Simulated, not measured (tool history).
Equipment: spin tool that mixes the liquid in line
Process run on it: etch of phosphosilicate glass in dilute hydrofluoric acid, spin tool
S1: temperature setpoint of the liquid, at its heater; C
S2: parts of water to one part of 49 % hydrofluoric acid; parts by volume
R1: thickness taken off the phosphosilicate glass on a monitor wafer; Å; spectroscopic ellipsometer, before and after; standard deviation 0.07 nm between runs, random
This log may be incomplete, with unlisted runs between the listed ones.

{"run": 1, "hour": 0.0, "S1": 25.0, "S2": 100, "time under the liquid (s)": 15, "R1": 154.43}
{"run": 2, "hour": 0.7, "S1": 26.5, "S2": 100, "time under the liquid (s)": 15, "R1": 163.71}
{"run": 3, "hour": 3.5, "S1": 26.5, "S2": 100, "time under the liquid (s)": 15, "R1": 163.6}
{"run": 4, "hour": 6.0, "S1": 26.5, "S2": 70, "time under the liquid (s)": 15, "R1": 243.67}
{"run": 5, "hour": 9.2, "S1": 24.0, "S2": 70, "time under the liquid (s)": 15, "R1": 220.1}
{"run": 6, "hour": 14.2, "S1": 24.0, "S2": 70, "time under the liquid (s)": 15, "R1": 220.11}
{"run": 7, "hour": 18.4, "S1": 24.0, "S2": 70, "time under the liquid (s)": 15, "R1": 220.18}
{"run": 8, "hour": 22.5, "S1": 23.5, "S2": 70, "time under the liquid (s)": 15, "R1": 215.7}

What will run 9 give?
{"run": 9, "hour": 30.6, "S1": 23.0, "S2": 70, "time under the liquid (s)": 15, "R1": "?"}

R1: 210.60 Å
